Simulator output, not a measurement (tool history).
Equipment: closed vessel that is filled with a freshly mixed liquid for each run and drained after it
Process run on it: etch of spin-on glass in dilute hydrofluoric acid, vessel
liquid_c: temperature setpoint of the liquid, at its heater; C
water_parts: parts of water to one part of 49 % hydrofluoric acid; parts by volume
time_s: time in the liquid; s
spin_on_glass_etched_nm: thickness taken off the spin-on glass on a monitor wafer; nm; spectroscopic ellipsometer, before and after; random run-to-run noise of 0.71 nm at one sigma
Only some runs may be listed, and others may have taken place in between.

{"run": 1, "hour": 0.0, "liquid_c": 21.0, "water_parts": 85, "time_s": 100, "spin_on_glass_etched_nm": 45.317}
{"run": 2, "hour": 7.3, "liquid_c": 21.0, "water_parts": 85, "time_s": 100, "spin_on_glass_etched_nm": 44.992}
{"run": 3, "hour": 15.6, "liquid_c": 21.0, "water_parts": 60, "time_s": 100, "spin_on_glass_etched_nm": 65.448}
{"run": 4, "hour": 21.7, "liquid_c": 23.5, "water_parts": 60, "time_s": 100, "spin_on_glass_etched_nm": 72.977}
{"run": 5, "hour": 30.4, "liquid_c": 25.0, "water_parts": 60, "time_s": 100, "spin_on_glass_etched_nm": 78.084}
{"run": 6, "hour": 33.0, "liquid_c": 25.0, "water_parts": 40, "time_s": 100, "spin_on_glass_etched_nm": 121.25}
{"hour": 36.0, "done": "thermometer replaced"}
{"run": 7, "hour": 36.0, "liquid_c": 23.0, "water_parts": 40, "time_s": 100, "spin_on_glass_etched_nm": 101.74}
{"run": 8, "hour": 41.2, "liquid_c": 22.0, "water_parts": 40, "time_s": 100, "spin_on_glass_etched_nm": 95.171}
{"run": 9, "hour": 45.2, "liquid_c": 21.5, "water_parts": 40, "time_s": 100, "spin_on_glass_etched_nm": 94.472}

Run 10, settings as shown, results not yet in. Your forecast:
{"run": 10, "hour": 53.5, "liquid_c": 21.0, "water_parts": 40, "time_s": 100, "spin_on_glass_etched_nm": "?"}

{"run 10": {"spin_on_glass_etched_nm": 93.36}}
